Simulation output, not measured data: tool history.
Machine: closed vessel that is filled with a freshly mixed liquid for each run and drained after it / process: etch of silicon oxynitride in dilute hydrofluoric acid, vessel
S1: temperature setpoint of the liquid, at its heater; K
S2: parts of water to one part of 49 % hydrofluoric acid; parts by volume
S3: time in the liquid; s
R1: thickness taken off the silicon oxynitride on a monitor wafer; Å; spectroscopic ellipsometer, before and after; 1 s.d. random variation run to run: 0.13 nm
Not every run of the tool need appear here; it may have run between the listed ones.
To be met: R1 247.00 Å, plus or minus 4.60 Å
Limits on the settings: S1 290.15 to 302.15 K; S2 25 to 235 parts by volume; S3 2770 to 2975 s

{"run": 1, "day": 0.0, "S1": 294.15, "S2": 130, "S3": 2770, "R1": 296.52}
{"run": 2, "day": 0.283, "S1": 294.15, "S2": 130, "S3": 2770, "R1": 295.02}
{"run": 3, "day": 0.425, "S1": 294.15, "S2": 150, "S3": 2770, "R1": 253.16}
{"run": 4, "day": 0.771, "S1": 294.15, "S2": 125, "S3": 2770, "R1": 309.24}
{"run": 5, "day": 0.842, "S1": 294.15, "S2": 95, "S3": 2770, "R1": 415.61}
{"run": 6, "day": 1.133, "S1": 293.65, "S2": 100, "S3": 2770, "R1": 383.86}
{"run": 7, "day": 1.488, "S1": 293.15, "S2": 105, "S3": 2770, "R1": 355.3}
{"run": 8, "day": 1.733, "S1": 290.15, "S2": 135, "S3": 2770, "R1": 235.89}

Which single option among these 4 for the next run brings every result within its allowed miss of target? Just one does.
{"run": "A", "day": 1.979, "S1": 290.65, "S2": 135, "S3": 2940, "R1": "?"}
{"run": "B", "day": 1.979, "S1": 290.15, "S2": 135, "S3": 2900, "R1": "?"}
{"run": "C", "day": 1.979, "S1": 295.65, "S2": 165, "S3": 2920, "R1": "?"}
{"run": "D", "day": 1.979, "S1": 290.65, "S2": 135, "S3": 2935, "R1": "?"}

move=A R1=255.22
move=B R1=245.62
move=C R1=257.79
move=D R1=254.78
A: takes the biggest miss from the last run beyond its target
B: in spec on every target
C: takes the biggest miss from the last run beyond its target
D: takes the biggest miss from the last run beyond its target
Go with B: it meets all targets.

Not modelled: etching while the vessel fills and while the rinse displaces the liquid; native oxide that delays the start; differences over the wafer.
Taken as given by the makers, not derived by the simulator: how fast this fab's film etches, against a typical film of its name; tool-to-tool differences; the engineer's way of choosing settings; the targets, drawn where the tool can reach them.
